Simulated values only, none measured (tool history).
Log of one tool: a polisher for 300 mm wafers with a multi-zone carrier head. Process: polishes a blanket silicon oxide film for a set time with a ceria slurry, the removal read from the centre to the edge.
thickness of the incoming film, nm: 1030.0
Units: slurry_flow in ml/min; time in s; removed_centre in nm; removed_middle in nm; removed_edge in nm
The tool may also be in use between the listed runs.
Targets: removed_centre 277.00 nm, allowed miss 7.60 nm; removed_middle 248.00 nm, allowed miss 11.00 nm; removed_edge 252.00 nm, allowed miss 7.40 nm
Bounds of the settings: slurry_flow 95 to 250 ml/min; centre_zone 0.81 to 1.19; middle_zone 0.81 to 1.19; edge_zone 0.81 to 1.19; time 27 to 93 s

run	hour	slurry_flow	centre_zone	middle_zone	edge_zone	time	removed_centre	removed_middle	removed_edge
1	0.0	160	1.00	1.00	1.00	59	412.55	398.71	418.74
2	3.6	130	1.00	1.00	1.00	59	393.96	372.44	404.78
3	10.6	130	1.08	1.00	1.00	59	408.72	368.90	411.47
4	16.7	135	1.08	1.00	0.97	54	386.12	345.26	372.94
5	23.2	135	1.08	1.00	0.97	44	312.56	276.33	304.11
6	28.2	130	1.07	1.00	0.94	43	302.79	278.26	287.11
7	31.6	125	1.07	0.98	0.93	43	295.36	267.27	287.34
8	36.5	125	1.10	1.01	0.83	37	261.88	237.14	235.58
9	42.0	130	1.10	1.01	0.84	37	258.28	238.26	235.45
10	50.3	165	1.14	0.99	0.91	39	294.54	256.68	262.38
11	54.8	160	1.13	0.99	0.90	39	294.19	254.57	265.72
12	55.8	155	1.13	0.99	0.89	39	295.05	253.36	261.33
13	61.3	150	1.12	0.99	0.89	39	291.38	251.48	261.37
14	65.2	145	1.12	0.99	0.88	39	285.40	254.76	257.92
15	70.5	145	1.12	0.99	0.88	39	286.75	253.82	256.13

Which of these 4 next moves meets every target?
A	75.8	155	1.09	0.99	0.86	38	?	?	?
B	75.8	95	1.00	0.99	0.84	43	?	?	?
C	75.8	150	1.12	0.98	0.86	40	?	?	?
D	75.8	155	1.15	1.01	0.85	39	?	?	?

move	removed_centre	removed_middle	removed_edge
A	282.92	251.14	248.63
B	274.46	260.36	261.57
C	301.29	260.99	260.77
D	300.63	261.62	253.74
A: meets every target
B: brings the result that was furthest off to its target, and leaves another outside
C: further off than the last run
D: further off than the last run
Answer: A
